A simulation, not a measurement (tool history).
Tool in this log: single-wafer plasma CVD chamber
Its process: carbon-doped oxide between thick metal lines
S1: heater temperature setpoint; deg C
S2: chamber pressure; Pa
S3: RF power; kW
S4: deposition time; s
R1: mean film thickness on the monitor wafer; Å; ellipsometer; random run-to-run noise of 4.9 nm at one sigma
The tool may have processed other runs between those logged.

Run 1, hour 0: S1 355 deg C, S2 553 Pa, S3 0.63 kW, S4 141 s. Result: R1 7679.2 Å.
Run 2, hour 1.8: S1 355 deg C, S2 553 Pa, S3 0.585 kW, S4 141 s. Result: R1 7415.2 Å.
Run 3, hour 10.8: S1 353 deg C, S2 584 Pa, S3 0.62 kW, S4 141 s. Result: R1 7761.2 Å.
Run 4, hour 13.5: S1 353 deg C, S2 584 Pa, S3 0.62 kW, S4 141 s. Result: R1 7816.9 Å.
Run 5, hour 18.2: S1 353 deg C, S2 584 Pa, S3 0.67 kW, S4 141 s. Result: R1 8253.2 Å.
Run 6, hour 18.9: S1 353 deg C, S2 632 Pa, S3 0.67 kW, S4 141 s. Result: R1 8339.6 Å.
Run 7, hour 25.5: S1 351 deg C, S2 652 Pa, S3 0.675 kW, S4 141 s. Result: R1 8539.2 Å.

Estimate the outcome of run 8 from the log above:
Run 8, hour 27.1: S1 349 deg C, S2 664 Pa, S3 0.675 kW, S4 141 s. Result: R1 ?.

R1: 8497.4 Å
